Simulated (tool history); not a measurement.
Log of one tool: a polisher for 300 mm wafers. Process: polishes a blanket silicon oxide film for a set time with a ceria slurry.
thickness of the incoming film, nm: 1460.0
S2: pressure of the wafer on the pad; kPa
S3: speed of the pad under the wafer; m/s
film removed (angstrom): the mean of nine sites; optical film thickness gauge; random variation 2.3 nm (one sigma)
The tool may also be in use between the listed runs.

{"run": 1, "hour": 0.0, "flow of slurry (ml/min)": 185, "S2": 15.9, "S3": 1.26, "polishing time (s)": 58, "film removed (angstrom)": 2485.4}
{"run": 2, "hour": 9.0, "flow of slurry (ml/min)": 190, "S2": 16.5, "S3": 1.26, "polishing time (s)": 58, "film removed (angstrom)": 2607.4}
{"run": 3, "hour": 9.8, "flow of slurry (ml/min)": 195, "S2": 16.5, "S3": 1.26, "polishing time (s)": 58, "film removed (angstrom)": 2593.7}
{"run": 4, "hour": 12.2, "flow of slurry (ml/min)": 195, "S2": 17.2, "S3": 1.26, "polishing time (s)": 58, "film removed (angstrom)": 2718.4}
{"run": 5, "hour": 18.1, "flow of slurry (ml/min)": 195, "S2": 17.2, "S3": 1.26, "polishing time (s)": 52, "film removed (angstrom)": 2396.5}
{"run": 6, "hour": 22.6, "flow of slurry (ml/min)": 195, "S2": 15.2, "S3": 1.26, "polishing time (s)": 52, "film removed (angstrom)": 2152.2}

The next listed run, before its measurement:
{"run": 7, "hour": 26.2, "flow of slurry (ml/min)": 195, "S2": 15.9, "S3": 1.26, "polishing time (s)": 52, "film removed (angstrom)": "?"}

Run 7 gave film removed (angstrom) 2225.5.
